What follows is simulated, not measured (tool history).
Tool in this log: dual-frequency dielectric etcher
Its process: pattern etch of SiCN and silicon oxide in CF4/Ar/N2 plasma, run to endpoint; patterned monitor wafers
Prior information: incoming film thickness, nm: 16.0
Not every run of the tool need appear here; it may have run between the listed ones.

run	hour	source power (kW)	bias power (kW)	Ar flow (sccm)	CF4 flow (sccm)	endpoint time (s)
1	0	0.55	0.096	131	59	15.359
2	5	0.64	0.096	131	59	13.162
3	8.3	0.64	0.11	131	59	12.179
4	12.2	0.64	0.102	131	59	12.676
5	18.5	0.64	0.102	153	59	13.01
6	25.2	0.74	0.102	153	59	11.319
7	27.8	0.69	0.101	153	59	12.11
8	36.7	0.69	0.101	153	59	12.155

Run 9 is up next; what results do you expect?
9	43	0.65	0.101	153	59	?

endpoint time (s): 12.983
